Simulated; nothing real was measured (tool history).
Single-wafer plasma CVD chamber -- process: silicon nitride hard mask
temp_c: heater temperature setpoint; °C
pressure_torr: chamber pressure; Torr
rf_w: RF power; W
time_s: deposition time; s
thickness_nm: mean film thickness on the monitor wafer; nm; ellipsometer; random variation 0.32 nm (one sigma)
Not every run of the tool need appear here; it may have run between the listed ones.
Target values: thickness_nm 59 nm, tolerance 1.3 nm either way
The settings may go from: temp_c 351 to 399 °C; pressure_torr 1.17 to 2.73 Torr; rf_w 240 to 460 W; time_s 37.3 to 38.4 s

run 1 day=0 | temp_c=375 pressure_torr=1.95 rf_w=350 time_s=37.3 | thickness_nm=50.253
run 2 day=0.046 | temp_c=375 pressure_torr=1.79 rf_w=350 time_s=37.3 | thickness_nm=48.559
run 3 day=0.196 | temp_c=375 pressure_torr=1.52 rf_w=350 time_s=37.3 | thickness_nm=46.26
run 4 day=0.554 | temp_c=375 pressure_torr=1.62 rf_w=355 time_s=37.3 | thickness_nm=47.815
run 5 day=0.588 | temp_c=375 pressure_torr=1.62 rf_w=375 time_s=37.3 | thickness_nm=48.963
run 6 day=0.862 | temp_c=375 pressure_torr=1.62 rf_w=350 time_s=37.3 | thickness_nm=47.382
run 7 day=1.112 | temp_c=375 pressure_torr=1.71 rf_w=355 time_s=37.3 | thickness_nm=48.665
run 8 day=1.254 | temp_c=375 pressure_torr=1.79 rf_w=360 time_s=37.3 | thickness_nm=49.49
run 9 day=1.338 | temp_c=375 pressure_torr=1.87 rf_w=365 time_s=37.3 | thickness_nm=50.112
run 10 day=1.592 | temp_c=375 pressure_torr=1.93 rf_w=370 time_s=37.3 | thickness_nm=51.649
run 11 day=1.775 | temp_c=375 pressure_torr=1.99 rf_w=370 time_s=37.3 | thickness_nm=52.206
run 12 day=1.988 | temp_c=375 pressure_torr=2.04 rf_w=370 time_s=37.3 | thickness_nm=52.647
run 13 day=2.15 | temp_c=375 pressure_torr=2.09 rf_w=370 time_s=37.3 | thickness_nm=52.808
run 14 day=2.479 | temp_c=375 pressure_torr=2.14 rf_w=370 time_s=37.3 | thickness_nm=53.263

Consider the 4 candidate settings below. Which is the only one whose results all fall within their allowed miss of target?
run A day=2.808 | temp_c=373 pressure_torr=1.98 rf_w=330 time_s=38.4 | thickness_nm=?
run B day=2.808 | temp_c=369 pressure_torr=1.58 rf_w=330 time_s=37.3 | thickness_nm=?
run C day=2.808 | temp_c=399 pressure_torr=2.54 rf_w=390 time_s=38.4 | thickness_nm=?
run D day=2.808 | temp_c=382 pressure_torr=1.5 rf_w=380 time_s=37.6 | thickness_nm=?

move=A thickness_nm=50.956
move=B thickness_nm=45.893
move=C thickness_nm=59.142
move=D thickness_nm=48.62
A: moves away from the targets compared with the last run
B: moves away from the targets compared with the last run
C: all results in spec
D: moves away from the targets compared with the last run
The move that meets every target is C.

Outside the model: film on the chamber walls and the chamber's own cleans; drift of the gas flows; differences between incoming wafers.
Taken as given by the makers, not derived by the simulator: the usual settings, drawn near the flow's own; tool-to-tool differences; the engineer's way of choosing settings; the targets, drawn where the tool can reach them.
